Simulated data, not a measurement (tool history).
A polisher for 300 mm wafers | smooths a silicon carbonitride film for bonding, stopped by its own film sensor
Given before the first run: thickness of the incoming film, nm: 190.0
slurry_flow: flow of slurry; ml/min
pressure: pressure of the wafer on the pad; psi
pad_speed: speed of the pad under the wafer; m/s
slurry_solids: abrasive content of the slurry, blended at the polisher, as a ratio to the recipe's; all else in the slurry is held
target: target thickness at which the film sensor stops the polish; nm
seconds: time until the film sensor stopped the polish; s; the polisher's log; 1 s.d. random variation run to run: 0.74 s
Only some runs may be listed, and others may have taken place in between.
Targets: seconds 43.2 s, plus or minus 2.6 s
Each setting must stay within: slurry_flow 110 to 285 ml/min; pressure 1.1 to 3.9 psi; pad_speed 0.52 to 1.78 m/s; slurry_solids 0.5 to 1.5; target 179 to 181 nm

{"run": 1, "hour": 0.0, "slurry_flow": 180, "pressure": 2.5, "pad_speed": 1.14, "slurry_solids": 1, "target": 179, "seconds": 32.192}
{"run": 2, "hour": 3.4, "slurry_flow": 180, "pressure": 2.4, "pad_speed": 1.14, "slurry_solids": 1, "target": 179, "seconds": 33.241}
{"run": 3, "hour": 5.2, "slurry_flow": 135, "pressure": 2.4, "pad_speed": 1.14, "slurry_solids": 1, "target": 179, "seconds": 35.922}
{"run": 4, "hour": 10.4, "slurry_flow": 135, "pressure": 2.4, "pad_speed": 1.14, "slurry_solids": 1, "target": 181, "seconds": 28.682}
{"run": 5, "hour": 11.9, "slurry_flow": 135, "pressure": 2.3, "pad_speed": 1.12, "slurry_solids": 1, "target": 181, "seconds": 30.398}
{"run": 6, "hour": 19.3, "slurry_flow": 175, "pressure": 2.3, "pad_speed": 1.12, "slurry_solids": 1, "target": 181, "seconds": 29.272}
{"run": 7, "hour": 26.3, "slurry_flow": 175, "pressure": 2.1, "pad_speed": 1.1, "slurry_solids": 1, "target": 181, "seconds": 32.929}
{"run": 8, "hour": 31.4, "slurry_flow": 175, "pressure": 2, "pad_speed": 1.1, "slurry_solids": 1, "target": 181, "seconds": 33.964}
{"run": 9, "hour": 35.6, "slurry_flow": 175, "pressure": 1.9, "pad_speed": 1.1, "slurry_solids": 1, "target": 181, "seconds": 35.405}
{"run": 10, "hour": 40.4, "slurry_flow": 175, "pressure": 1.9, "pad_speed": 1.1, "slurry_solids": 1, "target": 181, "seconds": 35.227}
{"run": 11, "hour": 42.2, "slurry_flow": 175, "pressure": 1.8, "pad_speed": 1.1, "slurry_solids": 1, "target": 181, "seconds": 37.201}
{"run": 12, "hour": 44.6, "slurry_flow": 175, "pressure": 1.7, "pad_speed": 1.1, "slurry_solids": 1, "target": 181, "seconds": 39.845}

Which of these 5 next moves meets every target?
{"run": "A", "hour": 47.0, "slurry_flow": 170, "pressure": 1.7, "pad_speed": 1.2, "slurry_solids": 0.9, "target": 181, "seconds": "?"}
{"run": "B", "hour": 47.0, "slurry_flow": 155, "pressure": 1.4, "pad_speed": 1.44, "slurry_solids": 1.1, "target": 181, "seconds": "?"}
{"run": "C", "hour": 47.0, "slurry_flow": 260, "pressure": 1.4, "pad_speed": 1.06, "slurry_solids": 0.95, "target": 181, "seconds": "?"}
{"run": "D", "hour": 47.0, "slurry_flow": 125, "pressure": 2.7, "pad_speed": 1.1, "slurry_solids": 0.75, "target": 180, "seconds": "?"}
{"run": "E", "hour": 47.0, "slurry_flow": 115, "pressure": 1.6, "pad_speed": 1.18, "slurry_solids": 1.25, "target": 180, "seconds": "?"}

move=A seconds=39.077
move=B seconds=37.121
move=C seconds=47.539
move=D seconds=35.526
move=E seconds=42.942
A: the biggest miss grows against the last run
B: the biggest miss grows against the last run
C: takes the biggest miss from the last run beyond its target
D: the biggest miss grows against the last run
E: all results in spec
E meets every target.
